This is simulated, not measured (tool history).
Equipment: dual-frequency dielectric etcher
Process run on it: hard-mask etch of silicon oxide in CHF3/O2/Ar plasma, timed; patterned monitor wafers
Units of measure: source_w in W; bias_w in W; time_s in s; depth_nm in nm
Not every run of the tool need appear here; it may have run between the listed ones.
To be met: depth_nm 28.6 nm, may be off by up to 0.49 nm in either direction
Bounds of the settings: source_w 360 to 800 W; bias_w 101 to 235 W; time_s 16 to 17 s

run 1 hour=0 | source_w=580 bias_w=168 time_s=17 | depth_nm=34.889
run 2 hour=1.3 | source_w=560 bias_w=164 time_s=17 | depth_nm=34.028
run 3 hour=5.5 | source_w=540 bias_w=161 time_s=17 | depth_nm=33.2
run 4 hour=12.5 | source_w=540 bias_w=132 time_s=17 | depth_nm=30.411
run 5 hour=18.6 | source_w=540 bias_w=148 time_s=17 | depth_nm=32.04
run 6 hour=21.6 | source_w=540 bias_w=138 time_s=17 | depth_nm=31.135
run 7 hour=30 | source_w=530 bias_w=138 time_s=17 | depth_nm=30.688
-- hour=34.1 bias power generator calibrated
run 8 hour=34.1 | source_w=520 bias_w=138 time_s=17 | depth_nm=30.234
run 9 hour=38.4 | source_w=510 bias_w=138 time_s=17 | depth_nm=29.951

Which single option among these 5 for the next run brings every result within its allowed miss of target? Just one does.
run A hour=42.7 | source_w=480 bias_w=151 time_s=17 | depth_nm=?
run B hour=42.7 | source_w=520 bias_w=130 time_s=16 | depth_nm=?
run C hour=42.7 | source_w=580 bias_w=112 time_s=16 | depth_nm=?
run D hour=42.7 | source_w=550 bias_w=131 time_s=16 | depth_nm=?
run E hour=42.7 | source_w=460 bias_w=144 time_s=16 | depth_nm=?

move=A depth_nm=30.055
move=B depth_nm=27.677
move=C depth_nm=27.489
move=D depth_nm=28.588
move=E depth_nm=27.091
A: misses by more than the last run did
B: the result that was furthest off in the last run now lies on the other side of its target
C: the result that was furthest off in the last run now lies on the other side of its target
D: in spec on every target
E: the result that was furthest off in the last run now lies on the other side of its target
D is the move that brings every result within its allowed miss.
